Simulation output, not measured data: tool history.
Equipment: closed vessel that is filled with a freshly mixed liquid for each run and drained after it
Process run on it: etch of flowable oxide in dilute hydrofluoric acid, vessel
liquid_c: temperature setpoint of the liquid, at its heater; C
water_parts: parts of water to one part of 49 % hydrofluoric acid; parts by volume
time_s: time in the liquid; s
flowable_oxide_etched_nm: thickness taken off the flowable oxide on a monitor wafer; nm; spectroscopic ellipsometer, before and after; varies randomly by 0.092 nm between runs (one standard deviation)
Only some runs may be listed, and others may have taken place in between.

run  hour  liquid_c  water_parts  time_s  flowable_oxide_etched_nm
  1     0        23           95      35                    15.969
  2   6.2        23           70      35                    22.511
  3   6.8        23           40      35                      40.4
  4  15.4        23           40      35                    40.518
  5  21.2        21           50      35                    29.517
  6  22.1        21           50      30                    25.266

What does the tool deliver on the next run?
  7  28.2        17           65      30                         ?

Run 7 yielded flowable_oxide_etched_nm 16.117 nm.

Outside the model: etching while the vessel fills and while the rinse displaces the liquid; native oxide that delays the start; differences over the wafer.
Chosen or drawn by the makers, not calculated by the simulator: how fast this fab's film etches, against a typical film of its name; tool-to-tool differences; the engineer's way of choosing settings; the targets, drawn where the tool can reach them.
